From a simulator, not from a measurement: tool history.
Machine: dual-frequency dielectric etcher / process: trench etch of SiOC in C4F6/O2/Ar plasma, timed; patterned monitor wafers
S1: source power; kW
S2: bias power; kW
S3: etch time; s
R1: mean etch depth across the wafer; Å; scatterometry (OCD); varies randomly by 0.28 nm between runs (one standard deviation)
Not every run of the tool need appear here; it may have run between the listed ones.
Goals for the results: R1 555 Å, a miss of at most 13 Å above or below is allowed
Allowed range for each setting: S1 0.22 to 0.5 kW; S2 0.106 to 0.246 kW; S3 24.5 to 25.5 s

Run 1, hour 0: S1 0.36 kW, S2 0.176 kW, S3 24.5 s. Result: R1 477.97 Å.
Run 2, hour 5.2: S1 0.36 kW, S2 0.204 kW, S3 24.5 s. Result: R1 496.47 Å.
Run 3, hour 14.2: S1 0.4 kW, S2 0.204 kW, S3 24.5 s. Result: R1 518.9 Å.
Run 4, hour 19.3: S1 0.41 kW, S2 0.205 kW, S3 24.5 s. Result: R1 528.18 Å.
Run 5, hour 23.1: S1 0.41 kW, S2 0.206 kW, S3 24.5 s. Result: R1 530.73 Å.
Run 6, hour 25.8: S1 0.37 kW, S2 0.206 kW, S3 24.5 s. Result: R1 508.2 Å.
Run 7, hour 28.5: S1 0.38 kW, S2 0.207 kW, S3 24.5 s. Result: R1 518.13 Å.
Run 8, hour 35: S1 0.39 kW, S2 0.208 kW, S3 24.5 s. Result: R1 521.64 Å.

Of the 5 settings listed for the next run, only one would bring every result within its allowed miss of target. Which one?
Run A, hour 41.5: S1 0.39 kW, S2 0.194 kW, S3 25 s. Result: R1 ?.
Run B, hour 41.5: S1 0.43 kW, S2 0.239 kW, S3 25.5 s. Result: R1 ?.
Run C, hour 41.5: S1 0.37 kW, S2 0.236 kW, S3 25.5 s. Result: R1 ?.
Run D, hour 41.5: S1 0.38 kW, S2 0.21 kW, S3 24.5 s. Result: R1 ?.
Run E, hour 41.5: S1 0.5 kW, S2 0.152 kW, S3 24.5 s. Result: R1 ?.

move      R1
   A  516.14
   B   587.7
   C  548.44
   D  513.01
   E  523.06
A: moves away from the targets compared with the last run
B: carries the result that was furthest off beyond its target, to the other side
C: each result inside its tolerance
D: moves away from the targets compared with the last run
E: about as far from the targets as the last run
Correct choice: C, which meets every target
